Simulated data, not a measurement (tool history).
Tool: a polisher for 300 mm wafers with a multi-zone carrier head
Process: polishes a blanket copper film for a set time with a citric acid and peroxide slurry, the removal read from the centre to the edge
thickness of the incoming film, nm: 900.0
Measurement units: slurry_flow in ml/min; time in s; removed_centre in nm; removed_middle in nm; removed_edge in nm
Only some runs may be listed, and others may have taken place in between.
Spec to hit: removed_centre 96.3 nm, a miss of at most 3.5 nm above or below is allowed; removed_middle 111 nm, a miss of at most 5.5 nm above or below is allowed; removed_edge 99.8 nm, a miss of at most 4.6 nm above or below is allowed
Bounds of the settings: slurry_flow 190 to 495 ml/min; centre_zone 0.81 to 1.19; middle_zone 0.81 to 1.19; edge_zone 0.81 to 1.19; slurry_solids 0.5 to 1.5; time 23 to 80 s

run  hour  slurry_flow  centre_zone  middle_zone  edge_zone  slurry_solids  time  removed_centre  removed_middle  removed_edge
  1     0          320            1            1          1              1    51          71.559          73.636        75.307
  2   3.8          320         1.01         1.04       1.01           1.15    53          77.845          80.956        79.023
  3   6.4          320         1.08         1.04       1.01           1.15    53          80.671          79.615        78.434
  4  12.7          320         1.05         1.07       1.03           1.25    55          84.693           86.35        83.997
  5    19          320         1.05         1.07       1.03            1.4    55          87.235          89.369        84.934
  6  22.1          320         1.11         1.07       1.03            1.4    55          91.437          88.767        85.248
  7  30.8          320         1.08          1.1       1.05           1.45    57          93.003          93.541        92.593
  8  37.3          325         1.06         1.12       1.03           1.45    58           92.72          97.008        90.619
  9  43.8          325         1.05         1.14       1.03           1.45    59          91.379          102.19        92.746
 10  51.3          325         1.05         1.15       1.04           1.45    60           95.48          102.07        94.985

5 next moves are on the table. One of them brings every result within its allowed miss. Which?
  A  58.8          375         1.17          1.1       1.16           1.45    54               ?               ?             ?
  B  58.8          475         1.05         1.18       1.11           1.45    56               ?               ?             ?
  C  58.8          355         1.09            1       0.96           1.45    59               ?               ?             ?
  D  58.8          330         1.04         1.19       0.81            1.5    61               ?               ?             ?
  E  58.8          345         0.99         1.15          1            1.4    65               ?               ?             ?

move  removed_centre  removed_middle  removed_edge
   A          94.205          89.133        91.656
   B          89.194          99.254        93.977
   C          95.344          90.233        90.989
   D          94.192          106.87        87.115
   E          94.494          109.67        101.12
A: its largest miss is bigger than the last run's
B: its largest miss is bigger than the last run's
C: its largest miss is bigger than the last run's
D: the furthest-off result lands on target, but another misses its tolerance
E: every result within its allowed miss
The right move is E.
